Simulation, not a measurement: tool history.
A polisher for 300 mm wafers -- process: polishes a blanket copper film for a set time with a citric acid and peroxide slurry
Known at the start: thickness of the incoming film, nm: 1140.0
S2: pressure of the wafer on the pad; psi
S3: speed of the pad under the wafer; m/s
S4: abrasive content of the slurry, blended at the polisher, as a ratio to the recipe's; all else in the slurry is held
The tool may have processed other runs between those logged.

run 1 hour=0.0 | flow_of_slurry_(ml/min)=280 S2=2.6 S3=0.80 S4=1.00 polishing_time_(s)=26 | film_removed_(Å)=405.30
run 2 hour=6.5 | flow_of_slurry_(ml/min)=280 S2=2.6 S3=0.80 S4=1.00 polishing_time_(s)=23 | film_removed_(Å)=360.08
run 3 hour=14.8 | flow_of_slurry_(ml/min)=280 S2=2.8 S3=0.80 S4=1.00 polishing_time_(s)=23 | film_removed_(Å)=374.38
run 4 hour=16.1 | flow_of_slurry_(ml/min)=280 S2=2.8 S3=0.80 S4=1.10 polishing_time_(s)=23 | film_removed_(Å)=385.00
run 5 hour=19.7 | flow_of_slurry_(ml/min)=280 S2=3.0 S3=0.82 S4=1.10 polishing_time_(s)=23 | film_removed_(Å)=417.37
run 6 hour=24.7 | flow_of_slurry_(ml/min)=280 S2=3.0 S3=0.82 S4=1.25 polishing_time_(s)=23 | film_removed_(Å)=427.36
run 7 hour=28.3 | flow_of_slurry_(ml/min)=280 S2=3.7 S3=0.84 S4=1.25 polishing_time_(s)=23 | film_removed_(Å)=519.34

Run 8, settings as shown, results not yet in. Your forecast:
-- hour=34.8 slurry nozzle cleaned
run 8 hour=34.8 | flow_of_slurry_(ml/min)=280 S2=3.7 S3=0.86 S4=1.25 polishing_time_(s)=23 | film_removed_(Å)=?

{"run 8": {"film removed (Å)": 553.19}}

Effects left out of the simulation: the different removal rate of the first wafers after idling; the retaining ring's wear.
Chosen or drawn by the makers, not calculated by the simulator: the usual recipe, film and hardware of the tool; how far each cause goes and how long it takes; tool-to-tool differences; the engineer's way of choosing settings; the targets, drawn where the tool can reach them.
